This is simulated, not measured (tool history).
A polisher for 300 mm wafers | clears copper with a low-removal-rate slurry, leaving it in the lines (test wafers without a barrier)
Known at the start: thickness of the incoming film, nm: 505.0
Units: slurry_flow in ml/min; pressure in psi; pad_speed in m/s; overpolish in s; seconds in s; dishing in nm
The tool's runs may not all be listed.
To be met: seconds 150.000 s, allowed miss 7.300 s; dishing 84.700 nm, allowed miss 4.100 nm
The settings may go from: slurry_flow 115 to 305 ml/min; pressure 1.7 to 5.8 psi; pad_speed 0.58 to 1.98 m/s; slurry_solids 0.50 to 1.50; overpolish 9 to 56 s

run	hour	slurry_flow	pressure	pad_speed	slurry_solids	overpolish	seconds	dishing
1	0.0	195	3.7	1.28	1.00	29	102.820	82.511
2	3.0	195	3.7	1.04	1.00	29	115.250	75.943
3	10.7	195	4.6	1.04	1.00	29	92.181	89.930
4	15.1	230	4.6	1.04	1.00	29	89.704	89.013
5	19.1	195	4.6	1.04	1.00	29	92.652	89.073
6	19.7	195	4.6	1.22	1.00	29	84.692	94.970
7	22.9	185	3.6	1.12	1.00	43	113.050	95.064
8	25.6	180	3.3	1.10	1.00	45	122.780	93.448
9	27.2	180	3.0	1.10	1.00	46	137.810	88.670
10	29.4	180	2.9	1.10	1.00	46	141.830	85.518

Which of these 5 next moves meets every target?
A	31.6	115	3.3	0.78	1.45	42	?	?
B	31.6	160	2.8	1.12	1.00	48	?	?
C	31.6	145	3.5	1.04	1.00	36	?	?
D	31.6	175	2.8	1.18	0.95	39	?	?
E	31.6	120	3.0	1.34	0.85	40	?	?

move	seconds	dishing
A	159.670	78.873
B	153.060	85.717
C	131.130	81.690
D	147.420	77.406
E	140.740	81.743
A: takes the result that was furthest off past its target
B: meets every target
C: further off than the last run
D: brings the result that was furthest off to its target, and leaves another outside
E: further off than the last run
Move B is the one to make.
